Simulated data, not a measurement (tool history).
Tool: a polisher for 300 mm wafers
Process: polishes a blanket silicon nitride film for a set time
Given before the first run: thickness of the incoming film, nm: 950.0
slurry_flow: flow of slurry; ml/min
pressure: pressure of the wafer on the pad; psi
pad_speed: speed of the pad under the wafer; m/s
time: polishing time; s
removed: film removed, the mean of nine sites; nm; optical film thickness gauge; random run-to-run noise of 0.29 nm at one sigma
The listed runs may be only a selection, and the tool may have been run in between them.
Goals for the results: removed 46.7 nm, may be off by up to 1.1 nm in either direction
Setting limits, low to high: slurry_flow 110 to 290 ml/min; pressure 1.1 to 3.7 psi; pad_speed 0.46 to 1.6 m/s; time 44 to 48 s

{"run": 1, "hour": 0.0, "slurry_flow": 185, "pressure": 2.4, "pad_speed": 1.02, "time": 48, "removed": 66.957}
{"run": 2, "hour": 7.9, "slurry_flow": 180, "pressure": 2.3, "pad_speed": 1.02, "time": 48, "removed": 63.939}
{"run": 3, "hour": 10.6, "slurry_flow": 205, "pressure": 2.3, "pad_speed": 1.02, "time": 48, "removed": 64.598}
{"run": 4, "hour": 15.0, "slurry_flow": 205, "pressure": 2.2, "pad_speed": 1.02, "time": 48, "removed": 62.841}
{"run": 5, "hour": 22.0, "slurry_flow": 205, "pressure": 2.2, "pad_speed": 1.02, "time": 48, "removed": 62.64}
{"run": 6, "hour": 26.5, "slurry_flow": 175, "pressure": 2.2, "pad_speed": 1.02, "time": 48, "removed": 61.096}
{"run": 7, "hour": 29.2, "slurry_flow": 170, "pressure": 2.1, "pad_speed": 1.02, "time": 48, "removed": 58.123}
{"run": 8, "hour": 31.4, "slurry_flow": 140, "pressure": 1.6, "pad_speed": 1.02, "time": 48, "removed": 43.995}
{"run": 9, "hour": 37.7, "slurry_flow": 145, "pressure": 1.6, "pad_speed": 1.02, "time": 48, "removed": 43.932}
{"run": 10, "hour": 45.6, "slurry_flow": 150, "pressure": 1.6, "pad_speed": 1.02, "time": 48, "removed": 44.566}
{"run": 11, "hour": 52.9, "slurry_flow": 155, "pressure": 1.6, "pad_speed": 1.02, "time": 48, "removed": 44.411}

Which of these 4 next moves meets every target?
{"run": "A", "hour": 60.2, "slurry_flow": 220, "pressure": 1.7, "pad_speed": 0.92, "time": 44, "removed": "?"}
{"run": "B", "hour": 60.2, "slurry_flow": 150, "pressure": 1.7, "pad_speed": 0.94, "time": 48, "removed": "?"}
{"run": "C", "hour": 60.2, "slurry_flow": 170, "pressure": 1.6, "pad_speed": 1.12, "time": 46, "removed": "?"}
{"run": "D", "hour": 60.2, "slurry_flow": 245, "pressure": 1.6, "pad_speed": 0.92, "time": 45, "removed": "?"}

move=A removed=41.208
move=B removed=43.857
move=C removed=45.905
move=D removed=40.204
A: its largest miss is bigger than the last run's
B: its largest miss is bigger than the last run's
C: all results in spec
D: its largest miss is bigger than the last run's
The right move is C.
